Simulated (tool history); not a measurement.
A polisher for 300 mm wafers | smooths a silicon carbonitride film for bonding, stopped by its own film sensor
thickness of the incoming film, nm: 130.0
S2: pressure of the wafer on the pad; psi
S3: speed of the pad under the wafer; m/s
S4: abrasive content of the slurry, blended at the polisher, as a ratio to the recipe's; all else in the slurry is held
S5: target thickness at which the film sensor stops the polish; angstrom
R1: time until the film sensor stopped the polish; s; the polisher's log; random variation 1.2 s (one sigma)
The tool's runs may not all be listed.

run 1 hour=0.0 | flow_of_slurry_(ml/min)=215 S2=1.7 S3=0.88 S4=1.0 S5=1090 | R1=134.22
run 2 hour=2.3 | flow_of_slurry_(ml/min)=215 S2=1.7 S3=0.88 S4=1.0 S5=1090 | R1=136.40
run 3 hour=5.3 | flow_of_slurry_(ml/min)=215 S2=1.8 S3=0.88 S4=1.0 S5=1090 | R1=125.43
run 4 hour=11.1 | flow_of_slurry_(ml/min)=215 S2=1.9 S3=0.88 S4=1.0 S5=1090 | R1=119.73
run 5 hour=14.6 | flow_of_slurry_(ml/min)=215 S2=1.9 S3=0.78 S4=1.0 S5=1090 | R1=131.02
run 6 hour=20.7 | flow_of_slurry_(ml/min)=195 S2=1.9 S3=0.78 S4=1.0 S5=1090 | R1=137.32

The next listed run, before its measurement:
run 7 hour=23.0 | flow_of_slurry_(ml/min)=215 S2=2.0 S3=0.78 S4=1.0 S5=1090 | R1=?

{"run 7": {"R1": 127.49}}

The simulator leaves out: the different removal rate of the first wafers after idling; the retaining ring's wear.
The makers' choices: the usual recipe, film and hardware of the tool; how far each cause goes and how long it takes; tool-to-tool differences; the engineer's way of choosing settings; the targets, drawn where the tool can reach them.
